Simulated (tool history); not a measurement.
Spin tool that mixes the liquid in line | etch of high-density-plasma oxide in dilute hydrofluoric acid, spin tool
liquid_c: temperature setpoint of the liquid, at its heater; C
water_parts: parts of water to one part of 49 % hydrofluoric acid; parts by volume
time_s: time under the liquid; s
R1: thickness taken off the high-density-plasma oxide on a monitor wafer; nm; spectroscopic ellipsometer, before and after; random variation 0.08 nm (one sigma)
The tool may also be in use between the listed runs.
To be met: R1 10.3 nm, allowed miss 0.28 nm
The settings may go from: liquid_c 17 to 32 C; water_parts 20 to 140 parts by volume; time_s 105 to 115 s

{"run": 1, "hour": 0.0, "liquid_c": 24, "water_parts": 75, "time_s": 105, "R1": 7.9482}
{"run": 2, "hour": 7.3, "liquid_c": 24, "water_parts": 75, "time_s": 115, "R1": 8.6832}
{"run": 3, "hour": 14.9, "liquid_c": 24, "water_parts": 100, "time_s": 115, "R1": 6.3347}
{"run": 4, "hour": 22.4, "liquid_c": 27, "water_parts": 100, "time_s": 115, "R1": 7.1675}
{"run": 5, "hour": 29.7, "liquid_c": 28.5, "water_parts": 95, "time_s": 115, "R1": 7.9594}
{"run": 6, "hour": 37.5, "liquid_c": 29.5, "water_parts": 90, "time_s": 115, "R1": 8.7793}
{"run": 7, "hour": 38.7, "liquid_c": 29.5, "water_parts": 90, "time_s": 115, "R1": 8.8187}
{"run": 8, "hour": 46.5, "liquid_c": 30, "water_parts": 90, "time_s": 115, "R1": 8.9744}
{"run": 9, "hour": 47.9, "liquid_c": 30, "water_parts": 90, "time_s": 115, "R1": 8.9516}
{"run": 10, "hour": 56.7, "liquid_c": 30.5, "water_parts": 90, "time_s": 115, "R1": 9.25}

4 next moves are on the table. One of them brings every result within its allowed miss. Which?
{"run": "A", "hour": 65.5, "liquid_c": 29, "water_parts": 80, "time_s": 110, "R1": "?"}
{"run": "B", "hour": 65.5, "liquid_c": 32, "water_parts": 90, "time_s": 115, "R1": "?"}
{"run": "C", "hour": 65.5, "liquid_c": 30.5, "water_parts": 90, "time_s": 110, "R1": "?"}
{"run": "D", "hour": 65.5, "liquid_c": 28.5, "water_parts": 70, "time_s": 105, "R1": "?"}

move=A R1=9.5714
move=B R1=9.8183
move=C R1=8.8791
move=D R1=10.389
A: nearer than the last run, and not there yet
B: nearer than the last run, and not there yet
C: further off than the last run
D: meets every target
Move D is the one to make.

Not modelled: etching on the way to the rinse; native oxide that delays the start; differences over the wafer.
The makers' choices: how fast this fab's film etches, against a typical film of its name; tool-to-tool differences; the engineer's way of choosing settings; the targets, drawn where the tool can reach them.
